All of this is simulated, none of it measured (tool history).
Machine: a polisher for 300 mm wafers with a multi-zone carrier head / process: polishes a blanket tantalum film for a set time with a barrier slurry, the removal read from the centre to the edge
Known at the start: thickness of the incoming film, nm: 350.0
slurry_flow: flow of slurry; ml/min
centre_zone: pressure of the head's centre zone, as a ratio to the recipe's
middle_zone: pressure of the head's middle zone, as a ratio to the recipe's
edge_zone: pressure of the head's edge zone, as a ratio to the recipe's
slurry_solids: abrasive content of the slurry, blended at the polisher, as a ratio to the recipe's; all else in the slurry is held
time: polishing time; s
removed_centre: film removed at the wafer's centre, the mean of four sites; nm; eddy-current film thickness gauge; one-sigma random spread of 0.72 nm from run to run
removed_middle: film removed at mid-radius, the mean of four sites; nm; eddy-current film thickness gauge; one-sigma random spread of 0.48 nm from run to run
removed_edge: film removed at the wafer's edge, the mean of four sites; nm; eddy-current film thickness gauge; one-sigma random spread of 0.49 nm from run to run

run,day,slurry_flow,centre_zone,middle_zone,edge_zone,slurry_solids,time,removed_centre,removed_middle,removed_edge
1,0.000,310,1.00,1.00,1.00,1.00,58,51.346,47.225,47.680
2,0.321,310,1.00,1.00,0.92,1.00,58,50.539,48.383,45.677
3,0.367,315,0.99,1.02,0.99,1.10,58,52.639,50.915,48.487
4,0.712,320,0.97,1.01,1.05,1.15,58,52.510,50.963,50.212
5,0.742,320,0.96,1.00,1.09,1.20,59,54.659,51.901,53.689
6,0.829,320,0.96,1.08,1.09,1.20,59,55.087,55.378,52.732
7,1.008,320,0.95,1.06,1.12,1.20,59,54.156,54.939,53.413

Run 8, settings as shown, results not yet in. Your forecast:
8,1.125,320,0.95,1.04,1.14,1.20,59,?,?,?

Logged for run 8: removed_centre 53.356 nm, removed_middle 53.177 nm, removed_edge 54.314 nm.
